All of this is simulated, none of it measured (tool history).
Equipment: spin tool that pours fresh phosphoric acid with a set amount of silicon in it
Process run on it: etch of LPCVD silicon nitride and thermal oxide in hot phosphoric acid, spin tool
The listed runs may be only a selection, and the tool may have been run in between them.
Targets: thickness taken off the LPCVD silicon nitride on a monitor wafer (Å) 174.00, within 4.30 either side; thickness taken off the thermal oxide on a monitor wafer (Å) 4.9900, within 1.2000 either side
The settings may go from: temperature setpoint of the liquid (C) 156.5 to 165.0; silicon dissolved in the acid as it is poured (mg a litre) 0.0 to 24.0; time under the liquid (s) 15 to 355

run,hour,temperature setpoint of the liquid (C),silicon dissolved in the acid as it is poured (mg a litre),time under the liquid (s),thickness taken off the LPCVD silicon nitride on a monitor wafer (Å),thickness taken off the thermal oxide on a monitor wafer (Å)
1,0.0,160.0,10.5,180,155.46,3.8639
2,1.9,158.0,10.5,180,147.55,3.2021
3,8.8,159.0,10.0,185,154.66,3.5475
4,11.6,159.0,16.0,185,156.04,3.0568
5,15.9,161.0,16.0,185,166.92,3.4102
# hour 21.3: dissolved silicon flow meter replaced
6,21.3,161.0,12.5,185,165.52,3.8499
7,30.2,161.5,11.0,185,171.83,5.0262
8,31.7,161.5,11.5,185,168.21,4.1379

Of the 5 settings listed for the next run, only one would bring every result within its allowed miss of target. Which one?
A,33.2,162.0,5.5,175,?,?
B,33.2,162.0,13.5,175,?,?
C,33.2,159.5,23.0,195,?,?
D,33.2,162.0,7.5,185,?,?
E,33.2,160.0,0.0,180,?,?

move,thickness taken off the LPCVD silicon nitride on a monitor wafer (Å),thickness taken off the thermal oxide on a monitor wafer (Å)
A,162.27,4.4459
B,162.27,3.7274
C,166.30,2.6628
D,171.55,4.5101
E,156.11,4.3842
A: moves away from the targets compared with the last run
B: moves away from the targets compared with the last run
C: moves away from the targets compared with the last run
D: all results in spec
E: moves away from the targets compared with the last run
Correct choice: D, which meets every target

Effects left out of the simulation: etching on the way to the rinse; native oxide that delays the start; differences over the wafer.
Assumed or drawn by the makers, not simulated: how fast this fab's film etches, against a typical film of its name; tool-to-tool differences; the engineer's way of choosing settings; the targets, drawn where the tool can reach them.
